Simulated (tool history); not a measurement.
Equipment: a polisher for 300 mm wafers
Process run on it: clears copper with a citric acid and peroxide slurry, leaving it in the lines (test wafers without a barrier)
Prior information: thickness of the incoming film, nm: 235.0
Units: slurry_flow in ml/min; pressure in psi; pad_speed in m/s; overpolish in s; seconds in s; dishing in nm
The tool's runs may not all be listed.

run,hour,slurry_flow,pressure,pad_speed,slurry_solids,overpolish,seconds,dishing
1,0,195,2.3,0.9,1,19,157.31,19.755
2,7.4,195,2.3,1.12,1,19,125.38,23.916
3,16.2,175,2.3,1.12,1,19,135.23,22.912
4,21.2,175,2.3,1.22,1,19,118.21,25.061
5,29.2,185,2.4,1.22,1,19,114.54,26.23
6,35.2,185,2.4,1.22,1,13,112.43,18.494
# hour 39: slurry nozzle cleaned
7,39,175,2.5,1.22,1,14,107.41,21.752
8,43,170,2.6,1.22,1,15,102.8,23.193
9,47.9,165,2.7,1.22,1,16,97.207,25.642
10,50.9,165,2.7,1.22,1,17,94.233,26.949

Predict the results of run 11:
11,54.4,165,2.7,1.22,1,18,?,?

seconds: 99.292 s
dishing: 28.331 nm
